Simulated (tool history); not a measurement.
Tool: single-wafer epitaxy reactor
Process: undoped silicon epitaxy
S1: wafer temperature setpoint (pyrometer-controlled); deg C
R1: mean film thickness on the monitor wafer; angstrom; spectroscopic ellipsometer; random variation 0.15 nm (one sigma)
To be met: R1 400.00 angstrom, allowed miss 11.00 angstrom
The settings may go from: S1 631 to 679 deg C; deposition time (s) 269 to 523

Run 1, hour 0.0: S1 655 deg C, deposition time (s) 396. Result: R1 683.85 angstrom.
Run 2, hour 5.5: S1 655 deg C, deposition time (s) 367. Result: R1 635.95 angstrom.
Run 3, hour 9.2: S1 650 deg C, deposition time (s) 366. Result: R1 568.47 angstrom.
Run 4, hour 11.0: S1 650 deg C, deposition time (s) 340. Result: R1 526.45 angstrom.
Run 5, hour 14.4: S1 650 deg C, deposition time (s) 371. Result: R1 575.55 angstrom.
Run 6, hour 15.1: S1 646 deg C, deposition time (s) 370. Result: R1 524.30 angstrom.
Run 7, hour 24.0: S1 643 deg C, deposition time (s) 369. Result: R1 488.40 angstrom.
Run 8, hour 27.3: S1 641 deg C, deposition time (s) 368. Result: R1 467.23 angstrom.
Run 9, hour 32.2: S1 639 deg C, deposition time (s) 368. Result: R1 443.18 angstrom.
Run 10, hour 39.5: S1 638 deg C, deposition time (s) 368. Result: R1 435.14 angstrom.
Run 11, hour 45.6: S1 638 deg C, deposition time (s) 368. Result: R1 432.66 angstrom.
Run 12, hour 52.7: S1 637 deg C, deposition time (s) 368. Result: R1 422.87 angstrom.

Which of these 5 next moves meets every target?
Run A, hour 59.8: S1 637 deg C, deposition time (s) 343. Result: R1 ?.
Run B, hour 59.8: S1 632 deg C, deposition time (s) 428. Result: R1 ?.
Run C, hour 59.8: S1 636 deg C, deposition time (s) 403. Result: R1 ?.
Run D, hour 59.8: S1 635 deg C, deposition time (s) 336. Result: R1 ?.
Run E, hour 59.8: S1 631 deg C, deposition time (s) 379. Result: R1 ?.

move      R1
   A  393.75
   B  437.98
   C  452.16
   D  368.44
   E  378.97
A: meets every target
B: further off than the last run
C: further off than the last run
D: takes the result that was furthest off past its target
E: takes the result that was furthest off past its target
Move A is the one to make.

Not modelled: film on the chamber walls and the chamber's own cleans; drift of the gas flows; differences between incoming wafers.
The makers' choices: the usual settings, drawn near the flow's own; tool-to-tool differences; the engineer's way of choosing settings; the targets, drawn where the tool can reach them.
